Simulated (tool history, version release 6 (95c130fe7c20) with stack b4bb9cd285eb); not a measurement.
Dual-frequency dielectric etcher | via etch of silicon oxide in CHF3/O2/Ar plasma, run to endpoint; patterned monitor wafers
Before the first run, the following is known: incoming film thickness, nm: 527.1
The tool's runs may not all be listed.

| run | hour | source power (W) | bias power (W) | endpoint time (s) |
|---|---|---|---|---|
| 1 | 0 | 460 | 131 | 312.11 |
| 2 | 3.7 | 490 | 133 | 300.94 |
| 3 | 9.6 | 570 | 133 | 285.75 |
| 4 | 15.4 | 580 | 134 | 283.77 |
| 5 | 17.2 | 590 | 135 | 280.26 |
| 6 | 17.9 | 590 | 125 | 289.26 |
| 7 | 20.8 | 600 | 127 | 284.55 |
| 8 | 25 | 610 | 129 | 282.44 |

Run 9 has not been measured yet. What should we expect?
| 9 | 31.2 | 620 | 131 | ? |

{"run 9": {"endpoint time (s)": 278.26}}
